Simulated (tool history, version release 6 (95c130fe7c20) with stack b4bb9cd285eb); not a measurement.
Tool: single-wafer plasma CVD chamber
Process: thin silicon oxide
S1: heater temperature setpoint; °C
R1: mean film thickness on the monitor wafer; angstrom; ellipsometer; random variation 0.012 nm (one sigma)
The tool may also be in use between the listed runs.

{"run": 1, "hour": 0.0, "S1": 400, "chamber pressure (Pa)": 73.9, "RF power (W)": 285, "deposition time (s)": 5.87, "R1": 69.663}
{"run": 2, "hour": 1.0, "S1": 400, "chamber pressure (Pa)": 69.2, "RF power (W)": 285, "deposition time (s)": 5.86, "R1": 65.44}
{"run": 3, "hour": 4.9, "S1": 390, "chamber pressure (Pa)": 69.2, "RF power (W)": 285, "deposition time (s)": 5.86, "R1": 65.638}
{"run": 4, "hour": 8.5, "S1": 390, "chamber pressure (Pa)": 69.2, "RF power (W)": 285, "deposition time (s)": 5.59, "R1": 62.834}
{"run": 5, "hour": 9.2, "S1": 390, "chamber pressure (Pa)": 65.7, "RF power (W)": 285, "deposition time (s)": 5.59, "R1": 59.802}
{"run": 6, "hour": 16.0, "S1": 390, "chamber pressure (Pa)": 65.7, "RF power (W)": 285, "deposition time (s)": 5.59, "R1": 59.798}
{"run": 7, "hour": 18.3, "S1": 390, "chamber pressure (Pa)": 62.9, "RF power (W)": 285, "deposition time (s)": 5.59, "R1": 57.507}
{"run": 8, "hour": 26.0, "S1": 390, "chamber pressure (Pa)": 60.7, "RF power (W)": 285, "deposition time (s)": 5.59, "R1": 55.526}

Forecast run 9:
{"run": 9, "hour": 31.7, "S1": 390, "chamber pressure (Pa)": 58.9, "RF power (W)": 285, "deposition time (s)": 5.59, "R1": "?"}

{"run 9": {"R1": 53.844}}
